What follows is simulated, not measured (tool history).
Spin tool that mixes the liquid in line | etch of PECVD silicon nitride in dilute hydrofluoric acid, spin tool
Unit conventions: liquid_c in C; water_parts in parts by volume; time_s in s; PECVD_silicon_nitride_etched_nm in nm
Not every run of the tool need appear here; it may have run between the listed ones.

run	hour	liquid_c	water_parts	time_s	PECVD_silicon_nitride_etched_nm
1	0	24	215	260	5.7033
2	1.1	23	215	260	5.3491
3	2.2	23	215	280	5.8264
4	9.1	22	220	280	5.3407
5	10.4	22	295	280	3.9929
6	18.2	22	295	280	3.9875

Run 7 is up next; what results do you expect?
7	20.3	21.5	295	280	?

Run 7 yielded PECVD_silicon_nitride_etched_nm 3.9321 nm.
